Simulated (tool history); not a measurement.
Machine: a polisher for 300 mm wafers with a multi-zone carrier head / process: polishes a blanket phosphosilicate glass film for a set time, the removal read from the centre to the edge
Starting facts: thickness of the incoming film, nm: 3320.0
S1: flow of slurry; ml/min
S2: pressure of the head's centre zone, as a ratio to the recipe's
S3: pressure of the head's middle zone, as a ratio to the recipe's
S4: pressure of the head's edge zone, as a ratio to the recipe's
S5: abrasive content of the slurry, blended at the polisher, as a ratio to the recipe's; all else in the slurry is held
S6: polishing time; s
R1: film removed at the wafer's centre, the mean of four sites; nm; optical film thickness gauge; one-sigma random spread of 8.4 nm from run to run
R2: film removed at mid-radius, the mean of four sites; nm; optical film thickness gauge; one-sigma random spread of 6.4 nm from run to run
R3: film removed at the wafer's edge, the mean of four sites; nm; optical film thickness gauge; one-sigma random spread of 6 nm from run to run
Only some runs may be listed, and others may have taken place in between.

| run | hour | S1 | S2 | S3 | S4 | S5 | S6 | R1 | R2 | R3 |
|---|---|---|---|---|---|---|---|---|---|---|
| 1 | 0 | 145 | 1 | 1 | 1 | 1 | 62 | 540.46 | 527.98 | 549.05 |
| 2 | 7.8 | 145 | 1 | 1.04 | 1 | 1 | 62 | 532.74 | 541.91 | 555.46 |
| 3 | 13.7 | 155 | 1.02 | 1.05 | 1.04 | 1.1 | 62 | 587.87 | 594.08 | 603.7 |
| 4 | 16.9 | 160 | 1.03 | 1.04 | 1.07 | 1.15 | 62 | 619.04 | 602.55 | 624.02 |
| 5 | 24.2 | 160 | 1.03 | 1.04 | 1.1 | 1.15 | 62 | 616.22 | 614.45 | 640.14 |
| 6 | 28.7 | 165 | 1.04 | 1.03 | 1.12 | 1.2 | 62 | 647.49 | 612.37 | 651.9 |
| 7 | 37.3 | 165 | 1.04 | 1.03 | 1.14 | 1.25 | 62 | 656.8 | 624.3 | 675.56 |

For run 8, what comes out?
|  | 42.9 | edge zone pressure recalibrated |
| 8 | 42.9 | 170 | 1.04 | 1.03 | 1.15 | 1.3 | 62 | ? | ? | ? |

R1: 675.71 nm
R2: 649.94 nm
R3: 661.43 nm
